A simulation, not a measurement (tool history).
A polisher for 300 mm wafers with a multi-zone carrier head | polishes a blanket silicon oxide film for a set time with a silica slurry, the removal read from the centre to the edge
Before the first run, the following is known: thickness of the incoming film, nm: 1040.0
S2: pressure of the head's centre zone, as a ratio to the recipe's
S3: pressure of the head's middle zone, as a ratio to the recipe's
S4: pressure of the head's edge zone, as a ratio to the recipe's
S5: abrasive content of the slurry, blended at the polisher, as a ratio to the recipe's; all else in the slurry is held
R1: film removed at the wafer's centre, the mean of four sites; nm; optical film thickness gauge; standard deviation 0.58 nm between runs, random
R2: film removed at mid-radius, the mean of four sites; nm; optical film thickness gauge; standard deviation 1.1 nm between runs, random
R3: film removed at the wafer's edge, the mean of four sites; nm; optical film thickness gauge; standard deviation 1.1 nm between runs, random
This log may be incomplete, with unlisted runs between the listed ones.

{"run": 1, "hour": 0.0, "flow of slurry (ml/min)": 175, "S2": 1.0, "S3": 1.0, "S4": 1.0, "S5": 1.0, "polishing time (s)": 43, "R1": 150.45, "R2": 151.69, "R3": 149.19}
{"run": 2, "hour": 5.1, "flow of slurry (ml/min)": 175, "S2": 1.0, "S3": 1.0, "S4": 0.92, "S5": 1.0, "polishing time (s)": 43, "R1": 152.88, "R2": 152.25, "R3": 144.73}
{"run": 3, "hour": 14.1, "flow of slurry (ml/min)": 175, "S2": 1.0, "S3": 1.0, "S4": 0.86, "S5": 1.0, "polishing time (s)": 43, "R1": 152.73, "R2": 150.12, "R3": 142.44}
{"run": 4, "hour": 17.7, "flow of slurry (ml/min)": 175, "S2": 1.0, "S3": 1.0, "S4": 0.86, "S5": 1.15, "polishing time (s)": 43, "R1": 159.78, "R2": 160.59, "R3": 149.0}
{"run": 5, "hour": 24.7, "flow of slurry (ml/min)": 170, "S2": 0.97, "S3": 1.02, "S4": 0.85, "S5": 0.95, "polishing time (s)": 39, "R1": 129.2, "R2": 136.58, "R3": 126.12}
{"run": 6, "hour": 29.4, "flow of slurry (ml/min)": 170, "S2": 0.91, "S3": 1.02, "S4": 0.85, "S5": 0.95, "polishing time (s)": 39, "R1": 121.8, "R2": 135.31, "R3": 124.72}
{"run": 7, "hour": 30.2, "flow of slurry (ml/min)": 175, "S2": 0.92, "S3": 1.02, "S4": 0.84, "S5": 0.8, "polishing time (s)": 36, "R1": 107.27, "R2": 118.05, "R3": 105.84}

What will run 8 give?
{"run": 8, "hour": 38.8, "flow of slurry (ml/min)": 180, "S2": 0.9, "S3": 0.99, "S4": 0.84, "S5": 0.7, "polishing time (s)": 35, "R1": "?", "R2": "?", "R3": "?"}

Logged for run 8: R1 98.017 nm, R2 106.35 nm, R3 99.227 nm.
